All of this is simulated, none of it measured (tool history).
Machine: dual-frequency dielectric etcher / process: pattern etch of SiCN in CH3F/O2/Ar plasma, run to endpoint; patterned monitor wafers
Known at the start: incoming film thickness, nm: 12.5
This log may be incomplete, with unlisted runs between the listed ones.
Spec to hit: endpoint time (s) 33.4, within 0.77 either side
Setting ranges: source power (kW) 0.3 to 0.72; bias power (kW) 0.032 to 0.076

run,day,source power (kW),bias power (kW),endpoint time (s)
1,0,0.51,0.054,36.254
2,0.292,0.51,0.047,38.825
3,0.608,0.53,0.048,37.87
4,0.879,0.53,0.042,39.911
5,1.225,0.55,0.043,38.529
6,1.271,0.48,0.043,41.303
7,1.471,0.51,0.044,39.816
8,1.638,0.54,0.044,38.851
9,1.704,0.56,0.044,38.105
10,1.8,0.58,0.044,37.71
11,2.083,0.6,0.045,36.768
12,2.133,0.61,0.045,36.547
13,2.421,0.62,0.045,36.222

Pick the move, out of 5, that brings all results within their allowed miss; only one does.
A,2.708,0.59,0.049,?
B,2.708,0.7,0.048,?
C,2.708,0.59,0.04,?
D,2.708,0.64,0.037,?
E,2.708,0.58,0.034,?

move,endpoint time (s)
A,35.553
B,33.372
C,38.528
D,38.351
E,41.356
A: closes in on the targets versus the last run, not all within tolerance yet
B: all results in spec
C: moves away from the targets compared with the last run
D: moves away from the targets compared with the last run
E: moves away from the targets compared with the last run
Correct choice: B, which meets every target
